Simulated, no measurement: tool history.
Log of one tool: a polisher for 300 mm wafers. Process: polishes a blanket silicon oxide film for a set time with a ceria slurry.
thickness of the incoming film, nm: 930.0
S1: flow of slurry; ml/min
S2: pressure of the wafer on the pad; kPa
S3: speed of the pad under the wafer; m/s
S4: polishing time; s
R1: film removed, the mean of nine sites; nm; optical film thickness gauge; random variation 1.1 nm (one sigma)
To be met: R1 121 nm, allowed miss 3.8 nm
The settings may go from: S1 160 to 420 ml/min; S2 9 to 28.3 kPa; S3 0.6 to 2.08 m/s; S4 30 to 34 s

Run 1, hour 0: S1 270 ml/min, S2 18.6 kPa, S3 1.34 m/s, S4 34 s. Result: R1 146.24 nm.
Run 2, hour 7.4: S1 270 ml/min, S2 17.9 kPa, S3 1.34 m/s, S4 34 s. Result: R1 140.89 nm.
Run 3, hour 16: S1 270 ml/min, S2 17.9 kPa, S3 1.34 m/s, S4 34 s. Result: R1 141.33 nm.
Run 4, hour 18.5: S1 270 ml/min, S2 13.8 kPa, S3 1.34 m/s, S4 34 s. Result: R1 108.34 nm.
Run 5, hour 20.1: S1 270 ml/min, S2 13.8 kPa, S3 1.34 m/s, S4 30 s. Result: R1 98.136 nm.
Run 6, hour 28.8: S1 240 ml/min, S2 13.8 kPa, S3 1.34 m/s, S4 30 s. Result: R1 96.274 nm.
Run 7, hour 33.2: S1 265 ml/min, S2 14.5 kPa, S3 1.34 m/s, S4 30 s. Result: R1 102.39 nm.
Run 8, hour 34.7: S1 275 ml/min, S2 15.2 kPa, S3 1.34 m/s, S4 30 s. Result: R1 107.68 nm.

Which of these 5 next moves meets every target?
Run A, hour 36.2: S1 255 ml/min, S2 17.2 kPa, S3 1.38 m/s, S4 32 s. Result: R1 ?.
Run B, hour 36.2: S1 235 ml/min, S2 16.5 kPa, S3 1.38 m/s, S4 31 s. Result: R1 ?.
Run C, hour 36.2: S1 300 ml/min, S2 15.2 kPa, S3 1.16 m/s, S4 31 s. Result: R1 ?.
Run D, hour 36.2: S1 355 ml/min, S2 13.1 kPa, S3 1.76 m/s, S4 33 s. Result: R1 ?.
Run E, hour 36.2: S1 420 ml/min, S2 15.9 kPa, S3 1.52 m/s, S4 31 s. Result: R1 ?.

move      R1
   A  130.49
   B  120.68
   C  97.717
   D  130.92
   E  131.37
A: takes the result that was furthest off past its target
B: meets every target
C: further off than the last run
D: takes the result that was furthest off past its target
E: takes the result that was furthest off past its target
The right move is B.
